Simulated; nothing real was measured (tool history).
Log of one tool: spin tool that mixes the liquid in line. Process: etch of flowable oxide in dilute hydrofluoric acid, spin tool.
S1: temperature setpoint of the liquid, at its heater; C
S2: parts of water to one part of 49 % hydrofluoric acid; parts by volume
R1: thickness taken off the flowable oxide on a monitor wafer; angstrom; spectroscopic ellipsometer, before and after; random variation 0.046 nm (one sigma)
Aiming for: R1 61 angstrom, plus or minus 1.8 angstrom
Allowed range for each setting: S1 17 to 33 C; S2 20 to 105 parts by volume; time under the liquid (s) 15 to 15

Run 1, hour 0: S1 25 C, S2 55 parts by volume, time under the liquid (s) 15. Result: R1 118.41 angstrom.
Run 2, hour 8.2: S1 27.5 C, S2 55 parts by volume, time under the liquid (s) 15. Result: R1 129.33 angstrom.
Run 3, hour 13.6: S1 25 C, S2 60 parts by volume, time under the liquid (s) 15. Result: R1 107.11 angstrom.
Run 4, hour 18.7: S1 23 C, S2 65 parts by volume, time under the liquid (s) 15. Result: R1 91.621 angstrom.
Run 5, hour 20.5: S1 23 C, S2 65 parts by volume, time under the liquid (s) 15. Result: R1 91.163 angstrom.
At hour 21.4: thermometer replaced.
Run 6, hour 21.4: S1 23 C, S2 65 parts by volume, time under the liquid (s) 15. Result: R1 83.759 angstrom.
Run 7, hour 22.7: S1 19 C, S2 70 parts by volume, time under the liquid (s) 15. Result: R1 65.15 angstrom.
Run 8, hour 24.5: S1 19 C, S2 70 parts by volume, time under the liquid (s) 15. Result: R1 64.141 angstrom.
Run 9, hour 30.8: S1 19 C, S2 70 parts by volume, time under the liquid (s) 15. Result: R1 64.794 angstrom.

Of the 4 settings listed for the next run, only one would bring every result within its allowed miss of target. Which one?
Run A, hour 37.1: S1 21.5 C, S2 75 parts by volume, time under the liquid (s) 15. Result: R1 ?.
Run B, hour 37.1: S1 19.5 C, S2 70 parts by volume, time under the liquid (s) 15. Result: R1 ?.
Run C, hour 37.1: S1 17.5 C, S2 65 parts by volume, time under the liquid (s) 15. Result: R1 ?.
Run D, hour 37.1: S1 19 C, S2 75 parts by volume, time under the liquid (s) 15. Result: R1 ?.

move      R1
   A   67.16
   B  66.598
   C  66.252
   D  60.516
A: its largest miss is bigger than the last run's
B: its largest miss is bigger than the last run's
C: its largest miss is bigger than the last run's
D: all results land within tolerance of their targets
Answer: D
